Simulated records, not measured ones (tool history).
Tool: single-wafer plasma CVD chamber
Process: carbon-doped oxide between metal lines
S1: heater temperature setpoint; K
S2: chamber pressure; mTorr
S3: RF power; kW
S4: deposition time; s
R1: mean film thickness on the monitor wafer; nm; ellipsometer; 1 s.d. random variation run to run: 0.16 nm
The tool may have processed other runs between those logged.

run	day	S1	S2	S3	S4	R1
1	0	643.15	4630	0.4	8.2	35.506
2	0.033	643.15	4630	0.44	8.2	37.541
3	0.358	643.15	3800	0.44	8.2	36.238
4	0.392	644.15	3660	0.43	8.2	35.768
5	0.712	636.15	3660	0.43	8.2	36.224
6	0.908	636.15	3660	0.375	8.2	33.358
7	0.962	636.15	3660	0.375	8.2	33.212

What will run 8 give?
8	1.029	636.15	3560	0.37	8.2	?

{"run 8": {"R1": 33.093}}
